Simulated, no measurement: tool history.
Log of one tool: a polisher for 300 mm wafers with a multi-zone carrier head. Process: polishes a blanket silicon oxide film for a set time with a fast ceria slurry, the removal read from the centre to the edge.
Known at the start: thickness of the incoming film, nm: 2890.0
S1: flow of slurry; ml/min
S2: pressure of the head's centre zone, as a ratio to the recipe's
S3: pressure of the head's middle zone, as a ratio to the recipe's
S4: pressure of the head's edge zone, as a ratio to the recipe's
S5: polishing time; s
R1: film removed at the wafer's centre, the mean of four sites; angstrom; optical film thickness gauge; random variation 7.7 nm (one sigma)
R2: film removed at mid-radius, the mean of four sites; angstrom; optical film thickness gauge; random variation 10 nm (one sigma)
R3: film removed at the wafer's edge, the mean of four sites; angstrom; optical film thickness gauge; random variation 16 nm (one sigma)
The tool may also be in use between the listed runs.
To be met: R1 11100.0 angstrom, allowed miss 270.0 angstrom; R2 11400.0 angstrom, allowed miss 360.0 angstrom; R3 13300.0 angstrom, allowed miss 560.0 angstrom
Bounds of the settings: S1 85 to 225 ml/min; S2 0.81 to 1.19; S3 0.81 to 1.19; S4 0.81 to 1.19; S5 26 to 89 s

{"run": 1, "hour": 0.0, "S1": 145, "S2": 1.0, "S3": 1.0, "S4": 1.0, "S5": 57, "R1": 9006.3, "R2": 9016.0, "R3": 9199.3}
{"run": 2, "hour": 2.2, "S1": 145, "S2": 1.0, "S3": 0.94, "S4": 1.0, "S5": 57, "R1": 9060.7, "R2": 8819.4, "R3": 9256.1}
{"run": 3, "hour": 5.0, "S1": 180, "S2": 1.0, "S3": 0.94, "S4": 1.0, "S5": 57, "R1": 9564.3, "R2": 8843.1, "R3": 9575.6}
{"run": 4, "hour": 5.7, "S1": 180, "S2": 0.98, "S3": 0.95, "S4": 1.05, "S5": 61, "R1": 9975.3, "R2": 9834.9, "R3": 10128.0}
{"run": 5, "hour": 11.3, "S1": 165, "S2": 0.95, "S3": 0.91, "S4": 1.0, "S5": 66, "R1": 10231.0, "R2": 9984.1, "R3": 10890.0}
{"run": 6, "hour": 12.7, "S1": 165, "S2": 0.95, "S3": 0.98, "S4": 1.0, "S5": 66, "R1": 10167.0, "R2": 10928.0, "R3": 10872.0}
{"run": 7, "hour": 19.1, "S1": 205, "S2": 0.91, "S3": 0.91, "S4": 1.1, "S5": 71, "R1": 11024.0, "R2": 11223.0, "R3": 12832.0}
{"run": 8, "hour": 21.7, "S1": 205, "S2": 0.91, "S3": 0.91, "S4": 1.11, "S5": 71, "R1": 10929.0, "R2": 11148.0, "R3": 12444.0}

4 next moves are on the table. One of them brings every result within its allowed miss. Which?
{"run": "A", "hour": 24.3, "S1": 195, "S2": 0.85, "S3": 0.84, "S4": 1.04, "S5": 78, "R1": "?", "R2": "?", "R3": "?"}
{"run": "B", "hour": 24.3, "S1": 195, "S2": 0.87, "S3": 0.91, "S4": 1.09, "S5": 73, "R1": "?", "R2": "?", "R3": "?"}
{"run": "C", "hour": 24.3, "S1": 210, "S2": 0.98, "S3": 0.94, "S4": 1.04, "S5": 67, "R1": "?", "R2": "?", "R3": "?"}
{"run": "D", "hour": 24.3, "S1": 220, "S2": 0.94, "S3": 1.08, "S4": 1.09, "S5": 66, "R1": "?", "R2": "?", "R3": "?"}

move=A R1=11168.0 R2=11577.0 R3=13377.0
move=B R1=10706.0 R2=11573.0 R3=12804.0
move=C R1=11219.0 R2=11028.0 R3=11570.0
move=D R1=10684.0 R2=12297.0 R3=11702.0
A: meets every target
B: brings the result that was furthest off to its target, and leaves another outside
C: further off than the last run
D: further off than the last run
Answer: A

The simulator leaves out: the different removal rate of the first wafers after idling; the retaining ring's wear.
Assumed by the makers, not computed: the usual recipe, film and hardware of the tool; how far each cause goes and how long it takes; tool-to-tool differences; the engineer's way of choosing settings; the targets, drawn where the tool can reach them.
